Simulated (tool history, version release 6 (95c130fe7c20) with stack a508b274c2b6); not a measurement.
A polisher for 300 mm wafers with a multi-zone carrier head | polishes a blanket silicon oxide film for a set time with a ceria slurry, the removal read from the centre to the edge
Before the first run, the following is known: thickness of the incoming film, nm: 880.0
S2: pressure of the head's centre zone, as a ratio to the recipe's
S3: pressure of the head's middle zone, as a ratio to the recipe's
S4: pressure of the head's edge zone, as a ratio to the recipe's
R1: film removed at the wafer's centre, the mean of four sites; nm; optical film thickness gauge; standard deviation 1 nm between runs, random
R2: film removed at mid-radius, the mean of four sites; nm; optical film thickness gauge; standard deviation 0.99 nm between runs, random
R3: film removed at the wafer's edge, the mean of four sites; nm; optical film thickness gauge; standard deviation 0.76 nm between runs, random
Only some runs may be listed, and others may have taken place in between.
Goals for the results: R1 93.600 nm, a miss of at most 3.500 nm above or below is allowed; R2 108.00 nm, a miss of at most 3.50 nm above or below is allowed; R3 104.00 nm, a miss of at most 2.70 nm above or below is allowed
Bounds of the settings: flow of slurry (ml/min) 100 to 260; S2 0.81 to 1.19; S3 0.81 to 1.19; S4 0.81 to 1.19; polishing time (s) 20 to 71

run 1 hour=0.0 | flow_of_slurry_(ml/min)=165 S2=1.00 S3=1.00 S4=1.00 polishing_time_(s)=45 | R1=120.000 R2=125.04 R3=121.25
run 2 hour=5.5 | flow_of_slurry_(ml/min)=190 S2=1.00 S3=1.00 S4=1.00 polishing_time_(s)=45 | R1=124.670 R2=128.29 R3=123.08
run 3 hour=13.2 | flow_of_slurry_(ml/min)=175 S2=0.97 S3=0.99 S4=0.97 polishing_time_(s)=44 | R1=117.090 R2=123.09 R3=117.78
run 4 hour=15.9 | flow_of_slurry_(ml/min)=165 S2=0.94 S3=0.98 S4=0.95 polishing_time_(s)=43 | R1=110.150 R2=117.13 R3=112.47
run 5 hour=22.5 | flow_of_slurry_(ml/min)=155 S2=0.92 S3=0.98 S4=0.94 polishing_time_(s)=43 | R1=104.040 R2=117.05 R3=112.17
run 6 hour=24.3 | flow_of_slurry_(ml/min)=155 S2=0.92 S3=0.98 S4=0.86 polishing_time_(s)=43 | R1=103.930 R2=117.68 R3=107.06
run 7 hour=31.6 | flow_of_slurry_(ml/min)=145 S2=0.91 S3=0.97 S4=0.86 polishing_time_(s)=43 | R1=102.930 R2=115.48 R3=104.88
run 8 hour=32.4 | flow_of_slurry_(ml/min)=135 S2=0.90 S3=0.96 S4=0.87 polishing_time_(s)=43 | R1=101.450 R2=112.26 R3=104.66
run 9 hour=33.9 | flow_of_slurry_(ml/min)=130 S2=0.88 S3=0.96 S4=0.88 polishing_time_(s)=43 | R1=97.953 R2=110.82 R3=106.21
run 10 hour=40.5 | flow_of_slurry_(ml/min)=125 S2=0.88 S3=0.96 S4=0.88 polishing_time_(s)=43 | R1=97.894 R2=110.72 R3=103.51

Which of these 4 next moves meets every target?
run A hour=47.1 | flow_of_slurry_(ml/min)=180 S2=0.85 S3=0.95 S4=0.90 polishing_time_(s)=40 | R1=? R2=? R3=?
run B hour=47.1 | flow_of_slurry_(ml/min)=100 S2=0.98 S3=1.01 S4=0.95 polishing_time_(s)=42 | R1=? R2=? R3=?
run C hour=47.1 | flow_of_slurry_(ml/min)=100 S2=0.91 S3=1.01 S4=0.82 polishing_time_(s)=46 | R1=? R2=? R3=?
run D hour=47.1 | flow_of_slurry_(ml/min)=130 S2=0.93 S3=0.90 S4=0.84 polishing_time_(s)=43 | R1=? R2=? R3=?

move=A R1=93.413 R2=108.96 R3=103.77
move=B R1=100.910 R2=108.69 R3=103.86
move=C R1=102.570 R2=119.11 R3=106.39
move=D R1=103.700 R2=106.29 R3=104.25
A: hits every target within its allowed miss
B: moves away from the targets compared with the last run
C: moves away from the targets compared with the last run
D: moves away from the targets compared with the last run
The right move is A.

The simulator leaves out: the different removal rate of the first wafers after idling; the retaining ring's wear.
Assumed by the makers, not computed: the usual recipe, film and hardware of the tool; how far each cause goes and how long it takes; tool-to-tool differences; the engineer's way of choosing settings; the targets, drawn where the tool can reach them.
